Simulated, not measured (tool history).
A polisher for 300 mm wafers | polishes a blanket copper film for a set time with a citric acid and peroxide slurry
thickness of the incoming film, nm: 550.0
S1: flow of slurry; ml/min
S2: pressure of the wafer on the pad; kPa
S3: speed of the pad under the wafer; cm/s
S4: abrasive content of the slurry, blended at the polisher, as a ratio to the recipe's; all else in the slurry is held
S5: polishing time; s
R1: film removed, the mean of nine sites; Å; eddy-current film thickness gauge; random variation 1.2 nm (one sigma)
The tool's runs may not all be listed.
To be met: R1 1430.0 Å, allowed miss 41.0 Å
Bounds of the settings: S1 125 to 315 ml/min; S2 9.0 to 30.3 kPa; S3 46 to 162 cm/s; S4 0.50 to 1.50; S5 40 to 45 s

run	hour	S1	S2	S3	S4	S5	R1
1	0.0	205	19.3	104	1.00	45	1111.3
2	2.7	205	19.3	122	1.00	45	1273.3
3	8.2	210	20.0	122	1.00	45	1330.6
4	10.9	215	20.0	122	1.00	45	1321.1
5	14.8	215	20.0	108	1.00	45	1201.2
6	16.3	215	17.2	108	1.00	45	1031.0
7	21.8	215	18.6	108	1.00	45	1119.5
8	28.5	225	19.3	108	1.00	45	1158.9

Which of these 4 next moves meets every target?
A	35.2	190	24.8	116	1.10	41	?
B	35.2	225	26.2	96	1.25	45	?
C	35.2	175	20.7	140	0.95	45	?
D	35.2	205	22.8	130	0.90	45	?

move	R1
A	1453.5
B	1498.1
C	1509.5
D	1559.7
A: meets every target
B: takes the result that was furthest off past its target
C: takes the result that was furthest off past its target
D: takes the result that was furthest off past its target
Move A is the one to make.
